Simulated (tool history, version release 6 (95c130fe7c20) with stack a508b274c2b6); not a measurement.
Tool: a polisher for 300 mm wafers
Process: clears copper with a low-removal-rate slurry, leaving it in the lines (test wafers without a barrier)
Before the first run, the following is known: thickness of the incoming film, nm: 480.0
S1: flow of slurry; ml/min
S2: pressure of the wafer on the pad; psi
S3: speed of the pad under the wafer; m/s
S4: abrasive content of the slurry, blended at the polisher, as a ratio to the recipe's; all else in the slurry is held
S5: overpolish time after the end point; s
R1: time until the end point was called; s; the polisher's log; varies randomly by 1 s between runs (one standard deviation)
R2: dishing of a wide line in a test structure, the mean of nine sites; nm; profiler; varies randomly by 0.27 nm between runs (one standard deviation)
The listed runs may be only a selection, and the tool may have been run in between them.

run 1 hour=0.0 | S1=290 S2=3.8 S3=1.20 S4=1.00 S5=19 | R1=120.95 R2=14.280
run 2 hour=1.1 | S1=290 S2=3.8 S3=1.20 S4=1.00 S5=27 | R1=119.60 R2=14.843
run 3 hour=1.6 | S1=290 S2=3.9 S3=1.20 S4=1.00 S5=24 | R1=117.93 R2=14.415
run 4 hour=10.1 | S1=290 S2=4.0 S3=1.20 S4=1.00 S5=22 | R1=118.81 R2=14.637
run 5 hour=17.7 | S1=245 S2=4.0 S3=1.20 S4=1.00 S5=22 | R1=120.57 R2=14.356
run 6 hour=25.2 | S1=245 S2=4.0 S3=1.40 S4=1.00 S5=22 | R1=105.67 R2=14.317
run 7 hour=26.8 | S1=245 S2=4.0 S3=1.40 S4=1.00 S5=21 | R1=106.24 R2=15.230
run 8 hour=31.3 | S1=260 S2=4.0 S3=1.36 S4=1.05 S5=19 | R1=107.20 R2=14.514
run 9 hour=37.5 | S1=265 S2=4.0 S3=1.36 S4=1.10 S5=17 | R1=105.83 R2=14.441

Run 10, settings as shown, results not yet in. Your forecast:
run 10 hour=44.4 | S1=265 S2=4.0 S3=1.36 S4=1.10 S5=15 | R1=? R2=?

R1: 107.17 s
R2: 14.599 nm

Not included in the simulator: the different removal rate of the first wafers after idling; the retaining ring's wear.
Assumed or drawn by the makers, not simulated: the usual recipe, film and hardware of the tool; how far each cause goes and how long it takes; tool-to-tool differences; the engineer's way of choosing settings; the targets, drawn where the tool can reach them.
